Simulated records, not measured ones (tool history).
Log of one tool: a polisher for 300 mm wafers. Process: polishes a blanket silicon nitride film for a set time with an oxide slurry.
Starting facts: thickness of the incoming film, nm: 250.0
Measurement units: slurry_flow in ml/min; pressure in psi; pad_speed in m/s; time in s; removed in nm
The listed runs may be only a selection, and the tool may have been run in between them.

| run | hour | slurry_flow | pressure | pad_speed | slurry_solids | time | removed |
|---|---|---|---|---|---|---|---|
| 1 | 0.0 | 235 | 3.6 | 0.84 | 1.00 | 87 | 47.428 |
| 2 | 5.9 | 235 | 4.5 | 0.84 | 1.00 | 87 | 58.011 |
| 3 | 11.3 | 230 | 4.4 | 0.84 | 1.00 | 87 | 57.266 |
| 4 | 12.6 | 230 | 4.4 | 1.04 | 1.00 | 87 | 66.533 |
| 5 | 19.2 | 230 | 4.4 | 1.04 | 0.85 | 87 | 62.694 |
| 6 | 23.0 | 255 | 4.4 | 1.04 | 0.85 | 87 | 63.276 |
| 7 | 27.7 | 255 | 4.2 | 1.04 | 0.85 | 87 | 60.165 |

Forecast run 8:
| 8 | 33.2 | 255 | 4.1 | 1.04 | 0.85 | 87 | ? |

removed: 59.282 nm

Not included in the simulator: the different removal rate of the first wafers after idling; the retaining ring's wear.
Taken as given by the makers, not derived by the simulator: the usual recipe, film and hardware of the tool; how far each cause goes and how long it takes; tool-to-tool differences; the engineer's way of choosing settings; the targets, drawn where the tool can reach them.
